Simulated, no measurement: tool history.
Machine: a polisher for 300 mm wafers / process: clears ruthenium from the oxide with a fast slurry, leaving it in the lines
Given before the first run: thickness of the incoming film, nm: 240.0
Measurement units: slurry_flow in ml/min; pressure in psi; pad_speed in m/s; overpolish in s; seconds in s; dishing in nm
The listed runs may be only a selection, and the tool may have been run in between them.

Run 1, hour 0: slurry_flow 305 ml/min, pressure 3 psi, pad_speed 1.14 m/s, slurry_solids 1, overpolish 17 s. Result: seconds 42.678 s, dishing 74.954 nm.
Run 2, hour 1.9: slurry_flow 305 ml/min, pressure 3 psi, pad_speed 1.14 m/s, slurry_solids 1.2, overpolish 17 s. Result: seconds 38.803 s, dishing 82.672 nm.
Run 3, hour 10.2: slurry_flow 305 ml/min, pressure 3 psi, pad_speed 1.28 m/s, slurry_solids 1.2, overpolish 17 s. Result: seconds 34.452 s, dishing 90.402 nm.
Run 4, hour 11: slurry_flow 305 ml/min, pressure 3 psi, pad_speed 1.28 m/s, slurry_solids 1, overpolish 17 s. Result: seconds 37.689 s, dishing 86.159 nm.
Run 5, hour 13.8: slurry_flow 305 ml/min, pressure 3 psi, pad_speed 1.04 m/s, slurry_solids 1, overpolish 17 s. Result: seconds 48.057 s, dishing 70.344 nm.
Run 6, hour 20.7: slurry_flow 305 ml/min, pressure 3 psi, pad_speed 1.04 m/s, slurry_solids 1.05, overpolish 17 s. Result: seconds 45.792 s, dishing 73.751 nm.
Run 7, hour 22.2: slurry_flow 290 ml/min, pressure 2.7 psi, pad_speed 1.12 m/s, slurry_solids 0.95, overpolish 14 s. Result: seconds 50.558 s, dishing 56.158 nm.
Run 8, hour 29.6: slurry_flow 205 ml/min, pressure 2.3 psi, pad_speed 1.4 m/s, slurry_solids 0.7, overpolish 6 s. Result: seconds 64.205 s, dishing 21.127 nm.
Run 9, hour 34.3: slurry_flow 220 ml/min, pressure 2.3 psi, pad_speed 1.4 m/s, slurry_solids 0.7, overpolish 6 s. Result: seconds 62.43 s, dishing 21.26 nm.
Run 10, hour 41.8: slurry_flow 220 ml/min, pressure 2.4 psi, pad_speed 1.4 m/s, slurry_solids 0.7, overpolish 10 s. Result: seconds 60.414 s, dishing 35.185 nm.

What does the tool deliver on the next run?
Run 11, hour 46.6: slurry_flow 220 ml/min, pressure 2.4 psi, pad_speed 1.4 m/s, slurry_solids 0.75, overpolish 9 s. Result: seconds ?, dishing ?.

{"run 11": {"seconds": 55.603, "dishing": 33.902}}
